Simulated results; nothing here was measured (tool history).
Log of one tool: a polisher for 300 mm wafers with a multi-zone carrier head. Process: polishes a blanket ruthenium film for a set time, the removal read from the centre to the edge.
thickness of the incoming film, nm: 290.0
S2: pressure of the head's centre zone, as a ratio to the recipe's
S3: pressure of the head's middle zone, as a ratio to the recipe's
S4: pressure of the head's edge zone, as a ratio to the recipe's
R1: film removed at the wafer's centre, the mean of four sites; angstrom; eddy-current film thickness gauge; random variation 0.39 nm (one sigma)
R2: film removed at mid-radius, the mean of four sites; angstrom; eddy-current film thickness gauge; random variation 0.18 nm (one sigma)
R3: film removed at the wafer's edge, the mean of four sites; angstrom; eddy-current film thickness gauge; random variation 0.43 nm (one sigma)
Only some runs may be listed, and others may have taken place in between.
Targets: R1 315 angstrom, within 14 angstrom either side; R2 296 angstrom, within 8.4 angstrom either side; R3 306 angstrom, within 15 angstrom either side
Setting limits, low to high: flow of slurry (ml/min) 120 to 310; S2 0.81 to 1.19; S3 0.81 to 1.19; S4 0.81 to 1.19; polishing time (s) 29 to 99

{"run": 1, "hour": 0.0, "flow of slurry (ml/min)": 200, "S2": 1, "S3": 1, "S4": 1, "polishing time (s)": 64, "R1": 442.97, "R2": 448.85, "R3": 452.41}
{"run": 2, "hour": 1.8, "flow of slurry (ml/min)": 245, "S2": 1, "S3": 1, "S4": 1, "polishing time (s)": 64, "R1": 455.55, "R2": 459.96, "R3": 469.94}
{"run": 3, "hour": 2.3, "flow of slurry (ml/min)": 225, "S2": 0.99, "S3": 0.97, "S4": 0.96, "polishing time (s)": 59, "R1": 419.23, "R2": 409.63, "R3": 412.04}
{"run": 4, "hour": 4.1, "flow of slurry (ml/min)": 225, "S2": 0.99, "S3": 0.97, "S4": 0.96, "polishing time (s)": 53, "R1": 369.48, "R2": 368.04, "R3": 366.26}
{"hour": 11.6, "done": "worn pad replaced by a new one"}
{"run": 5, "hour": 11.6, "flow of slurry (ml/min)": 225, "S2": 1.02, "S3": 0.97, "S4": 0.96, "polishing time (s)": 53, "R1": 402.25, "R2": 393.15, "R3": 395.96}
{"run": 6, "hour": 20.5, "flow of slurry (ml/min)": 215, "S2": 0.98, "S3": 0.93, "S4": 0.94, "polishing time (s)": 53, "R1": 386.03, "R2": 371.78, "R3": 399.95}
{"run": 7, "hour": 26.6, "flow of slurry (ml/min)": 220, "S2": 0.98, "S3": 0.93, "S4": 0.92, "polishing time (s)": 48, "R1": 342.72, "R2": 341.37, "R3": 353.81}
{"run": 8, "hour": 31.2, "flow of slurry (ml/min)": 225, "S2": 0.99, "S3": 0.92, "S4": 0.9, "polishing time (s)": 45, "R1": 333.25, "R2": 319.94, "R3": 324.17}
{"run": 9, "hour": 39.2, "flow of slurry (ml/min)": 225, "S2": 0.98, "S3": 0.91, "S4": 0.88, "polishing time (s)": 44, "R1": 328.22, "R2": 308.15, "R3": 311.17}
{"run": 10, "hour": 45.7, "flow of slurry (ml/min)": 225, "S2": 0.98, "S3": 0.91, "S4": 0.88, "polishing time (s)": 44, "R1": 321.79, "R2": 305.62, "R3": 310.56}
{"run": 11, "hour": 49.1, "flow of slurry (ml/min)": 225, "S2": 0.98, "S3": 0.9, "S4": 0.87, "polishing time (s)": 44, "R1": 319.44, "R2": 307, "R3": 316.46}

Pick the move, out of 5, that brings all results within their allowed miss; only one does.
{"run": "A", "hour": 52.5, "flow of slurry (ml/min)": 270, "S2": 0.91, "S3": 0.94, "S4": 0.82, "polishing time (s)": 44, "R1": "?", "R2": "?", "R3": "?"}
{"run": "B", "hour": 52.5, "flow of slurry (ml/min)": 280, "S2": 1.07, "S3": 1.05, "S4": 0.81, "polishing time (s)": 39, "R1": "?", "R2": "?", "R3": "?"}
{"run": "C", "hour": 52.5, "flow of slurry (ml/min)": 210, "S2": 0.95, "S3": 0.92, "S4": 0.83, "polishing time (s)": 46, "R1": "?", "R2": "?", "R3": "?"}
{"run": "D", "hour": 52.5, "flow of slurry (ml/min)": 205, "S2": 0.96, "S3": 0.88, "S4": 0.82, "polishing time (s)": 44, "R1": "?", "R2": "?", "R3": "?"}
{"run": "E", "hour": 52.5, "flow of slurry (ml/min)": 185, "S2": 0.94, "S3": 0.92, "S4": 0.93, "polishing time (s)": 47, "R1": "?", "R2": "?", "R3": "?"}

move=A R1=302.46 R2=323.29 R3=311.35
move=B R1=317.23 R2=315.55 R3=274.9
move=C R1=319.06 R2=321.78 R3=319.78
move=D R1=307.18 R2=295.63 R3=303.65
move=E R1=315.88 R2=322.65 R3=339.29
A: moves away from the targets compared with the last run
B: moves away from the targets compared with the last run
C: moves away from the targets compared with the last run
D: hits every target within its allowed miss
E: moves away from the targets compared with the last run
Go with D: it meets all targets.
